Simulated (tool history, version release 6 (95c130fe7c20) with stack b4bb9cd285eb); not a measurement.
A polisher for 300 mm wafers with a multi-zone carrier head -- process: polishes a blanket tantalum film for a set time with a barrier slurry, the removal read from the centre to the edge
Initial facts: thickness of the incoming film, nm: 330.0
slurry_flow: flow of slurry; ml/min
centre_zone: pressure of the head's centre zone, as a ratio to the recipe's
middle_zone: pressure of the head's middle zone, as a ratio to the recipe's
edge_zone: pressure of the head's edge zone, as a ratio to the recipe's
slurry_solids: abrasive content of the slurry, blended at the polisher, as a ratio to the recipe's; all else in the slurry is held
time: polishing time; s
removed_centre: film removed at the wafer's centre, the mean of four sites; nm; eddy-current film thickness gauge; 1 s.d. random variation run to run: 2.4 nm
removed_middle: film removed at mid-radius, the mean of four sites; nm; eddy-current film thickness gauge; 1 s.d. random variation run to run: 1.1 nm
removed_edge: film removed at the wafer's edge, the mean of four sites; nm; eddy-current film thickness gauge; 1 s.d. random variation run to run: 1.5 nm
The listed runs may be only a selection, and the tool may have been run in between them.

run	hour	slurry_flow	centre_zone	middle_zone	edge_zone	slurry_solids	time	removed_centre	removed_middle	removed_edge
1	0	235	1	1	1	1	71	110.9	110.27	108.2
2	1.4	245	1.01	1.03	1.04	1.15	75	123.15	124.74	124.17
3	6.4	245	1.04	1.03	1.04	1.15	75	125.97	125.46	125.45
4	13.8	200	1.04	1.03	1.04	1.15	75	124.89	122.08	120.1
5	21.9	200	1.04	1.03	1.04	1.15	81	132.91	132.4	130.57
6	25.4	200	1.04	1.03	1.12	1.15	81	132.41	131.19	134.47
7	27.6	225	1.07	1.07	1.13	1.25	81	144.22	142.4	140.67
8	35.9	250	1.07	1.09	1.15	1.3	82	146.79	149.33	146.76

For run 9, what comes out?
9	40.8	265	1.08	1.1	1.16	1.35	83	?	?	?

removed_centre: 152.68 nm
removed_middle: 153.27 nm
removed_edge: 151.48 nm
